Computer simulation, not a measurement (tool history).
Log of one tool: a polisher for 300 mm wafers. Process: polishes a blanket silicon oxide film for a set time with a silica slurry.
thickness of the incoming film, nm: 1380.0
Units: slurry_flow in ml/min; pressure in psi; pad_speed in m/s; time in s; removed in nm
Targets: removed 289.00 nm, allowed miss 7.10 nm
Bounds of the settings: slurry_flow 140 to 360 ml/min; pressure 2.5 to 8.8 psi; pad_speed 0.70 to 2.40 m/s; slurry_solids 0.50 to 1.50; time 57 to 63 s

run  hour  slurry_flow  pressure  pad_speed  slurry_solids  time  removed
  1   0.0          230       5.6       1.54           1.00    63   407.84
  2   1.8          230       4.5       1.54           1.00    63   333.87
  3   9.7          230       4.5       1.80           1.00    63   374.45
  4  16.8          230       5.4       1.80           1.00    63   453.01
  5  20.7          230       5.4       1.80           1.00    57   400.67
  6  29.1          230       5.4       1.80           1.20    57   437.29
  7  30.1          225       4.9       1.80           1.20    57   393.09
  8  38.8          215       4.6       1.80           1.20    57   366.70
  9  43.7          205       4.4       1.80           1.20    57   349.65
 10  50.0          205       4.4       1.80           1.20    57   347.90
 11  58.9          195       4.3       1.80           1.20    57   345.39
 12  60.1          195       4.1       1.80           1.20    57   330.86
 13  67.0          180       3.3       1.80           1.20    57   265.42
 14  71.3          190       3.3       1.80           1.20    57   264.22
 15  79.2          195       3.4       1.80           1.20    57   272.72
 16  88.1          195       3.5       1.80           1.20    57   279.54

Which of these 4 next moves meets every target?
  A  97.0          235       3.3       1.78           1.40    62        ?
  B  97.0          290       2.8       2.20           1.35    57        ?
  C  97.0          185       3.4       1.86           1.20    63        ?
  D  97.0          205       3.3       1.78           1.45    61        ?

move  removed
   A   308.20
   B   288.37
   C   309.84
   D   303.45
A: takes the result that was furthest off past its target
B: meets every target
C: takes the result that was furthest off past its target
D: takes the result that was furthest off past its target
Move B is the one to make.
